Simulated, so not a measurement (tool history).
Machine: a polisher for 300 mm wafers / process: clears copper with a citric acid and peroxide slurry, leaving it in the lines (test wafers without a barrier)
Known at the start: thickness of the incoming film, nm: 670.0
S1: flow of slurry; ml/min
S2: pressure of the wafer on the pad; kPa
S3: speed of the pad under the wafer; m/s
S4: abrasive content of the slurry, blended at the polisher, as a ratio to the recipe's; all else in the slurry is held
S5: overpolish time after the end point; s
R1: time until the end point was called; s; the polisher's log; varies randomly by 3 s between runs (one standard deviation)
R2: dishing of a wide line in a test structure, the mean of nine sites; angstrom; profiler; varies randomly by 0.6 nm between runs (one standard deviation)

{"run": 1, "hour": 0.0, "S1": 265, "S2": 28.3, "S3": 1.32, "S4": 1, "S5": 14, "R1": 139.24, "R2": 389.51}
{"run": 2, "hour": 5.1, "S1": 265, "S2": 26.2, "S3": 1.3, "S4": 1, "S5": 16, "R1": 152.41, "R2": 411.55}
{"run": 3, "hour": 13.3, "S1": 265, "S2": 26.2, "S3": 1.3, "S4": 1.1, "S5": 16, "R1": 152.25, "R2": 400.6}
{"run": 4, "hour": 16.0, "S1": 265, "S2": 26.2, "S3": 1, "S4": 1.1, "S5": 16, "R1": 191.76, "R2": 339.46}
{"run": 5, "hour": 23.0, "S1": 235, "S2": 26.2, "S3": 1, "S4": 1.1, "S5": 16, "R1": 195, "R2": 339.51}
{"run": 6, "hour": 25.7, "S1": 230, "S2": 26.9, "S3": 1, "S4": 1.1, "S5": 17, "R1": 191.6, "R2": 356.19}
{"run": 7, "hour": 28.6, "S1": 230, "S2": 27.6, "S3": 1, "S4": 1.1, "S5": 18, "R1": 190.59, "R2": 376.66}
{"run": 8, "hour": 37.0, "S1": 230, "S2": 27.6, "S3": 1, "S4": 1.1, "S5": 18, "R1": 184.44, "R2": 372.64}
{"run": 9, "hour": 38.8, "S1": 230, "S2": 27.6, "S3": 1.02, "S4": 1.1, "S5": 19, "R1": 184.96, "R2": 404.49}
{"run": 10, "hour": 40.0, "S1": 230, "S2": 27.6, "S3": 1.02, "S4": 1.1, "S5": 20, "R1": 185.44, "R2": 412.02}

Estimate the outcome of run 11 from the log above:
{"run": 11, "hour": 43.7, "S1": 230, "S2": 27.6, "S3": 1.02, "S4": 1.1, "S5": 21, "R1": "?", "R2": "?"}

{"run 11": {"R1": 186.29, "R2": 422.2}}
